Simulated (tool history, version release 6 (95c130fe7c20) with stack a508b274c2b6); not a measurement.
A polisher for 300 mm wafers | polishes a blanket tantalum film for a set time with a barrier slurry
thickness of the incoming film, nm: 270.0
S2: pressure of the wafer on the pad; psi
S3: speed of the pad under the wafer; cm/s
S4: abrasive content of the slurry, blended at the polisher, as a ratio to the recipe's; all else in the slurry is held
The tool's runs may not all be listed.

Run 1, hour 0: flow of slurry (ml/min) 250, S2 2.2 psi, S3 78 cm/s, S4 1, polishing time (s) 18. Result: film removed (nm) 22.148.
Run 2, hour 8.7: flow of slurry (ml/min) 250, S2 2.1 psi, S3 78 cm/s, S4 1, polishing time (s) 18. Result: film removed (nm) 21.374.
Run 3, hour 14.9: flow of slurry (ml/min) 250, S2 2.1 psi, S3 70 cm/s, S4 1, polishing time (s) 18. Result: film removed (nm) 18.615.
Run 4, hour 16.4: flow of slurry (ml/min) 250, S2 2 psi, S3 70 cm/s, S4 1, polishing time (s) 18. Result: film removed (nm) 18.15.
Run 5, hour 24.4: flow of slurry (ml/min) 250, S2 1.7 psi, S3 70 cm/s, S4 1, polishing time (s) 18. Result: film removed (nm) 15.495.
Run 6, hour 28.4: flow of slurry (ml/min) 250, S2 1.7 psi, S3 70 cm/s, S4 0.9, polishing time (s) 18. Result: film removed (nm) 15.42.

Forecast run 7:
Run 7, hour 31.2: flow of slurry (ml/min) 250, S2 1.6 psi, S3 70 cm/s, S4 0.9, polishing time (s) 18. Result: film removed (nm) ?.

film removed (nm): 14.254
